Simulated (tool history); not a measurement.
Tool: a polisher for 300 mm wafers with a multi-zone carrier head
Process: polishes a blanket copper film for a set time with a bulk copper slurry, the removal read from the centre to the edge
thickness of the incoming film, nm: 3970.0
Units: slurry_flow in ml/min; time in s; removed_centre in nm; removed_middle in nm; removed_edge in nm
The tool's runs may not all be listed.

run,hour,slurry_flow,centre_zone,middle_zone,edge_zone,slurry_solids,time,removed_centre,removed_middle,removed_edge
1,0,175,1,1,1,1,60,368.18,373.41,366.29
2,6.5,165,0.96,0.99,0.95,0.9,60,335.1,356.16,341.6
3,13.5,135,0.96,0.99,0.95,0.9,60,323.41,341.52,339.92
4,18.8,135,0.94,0.98,0.91,0.85,60,307.89,336.87,325.39
5,20.8,135,0.94,0.98,0.95,0.85,60,314.33,325.66,329.79
6,29.6,135,0.94,0.98,0.95,1.05,60,331.08,354.65,352.41
7,35,140,0.92,0.97,0.91,0.95,60,319.18,340.15,337.38
# hour 39: worn pad replaced by a new one
8,39,140,0.9,0.97,0.89,0.9,60,339.25,381.18,368.88
9,41.8,115,0.96,1.07,0.99,0.95,58,334.1,391.02,364.25

The next listed run, before its measurement:
10,47.9,120,0.94,1.04,0.94,0.9,58,?,?,?

{"run 10": {"removed_centre": 326.83, "removed_middle": 364.83, "removed_edge": 353.58}}
